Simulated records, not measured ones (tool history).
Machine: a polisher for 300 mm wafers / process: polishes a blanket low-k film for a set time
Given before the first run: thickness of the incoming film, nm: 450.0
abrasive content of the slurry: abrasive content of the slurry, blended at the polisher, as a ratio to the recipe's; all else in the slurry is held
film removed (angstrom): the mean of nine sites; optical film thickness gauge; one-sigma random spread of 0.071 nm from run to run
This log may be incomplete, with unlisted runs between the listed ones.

run	hour	flow of slurry (ml/min)	pressure of the wafer on the pad (kPa)	speed of the pad under the wafer (cm/s)	abrasive content of the slurry	polishing time (s)	film removed (angstrom)
1	0.0	220	15.2	112	1.0	37	174.250
2	1.6	215	13.8	112	1.0	37	157.780
3	10.7	210	12.4	112	1.0	37	143.280
4	14.0	210	12.4	112	1.2	37	155.190
5	16.7	205	11.7	112	1.2	37	145.060
6	17.6	205	13.1	112	1.2	37	164.190
7	20.5	185	9.0	110	1.2	37	111.980
8	28.0	180	9.0	110	1.2	37	110.550
9	30.9	175	9.0	110	1.2	37	108.490
10	37.8	170	9.0	110	1.2	37	109.590
11	38.5	170	9.0	110	1.2	37	109.710
12	43.3	165	9.0	110	1.2	37	108.250
13	44.3	160	9.0	110	1.2	37	109.500
14	48.9	160	7.6	110	1.2	37	93.440

Expected results for the next run?
15	52.1	170	7.6	110	1.2	37	?

{"run 15": {"film removed (angstrom)": 92.996}}
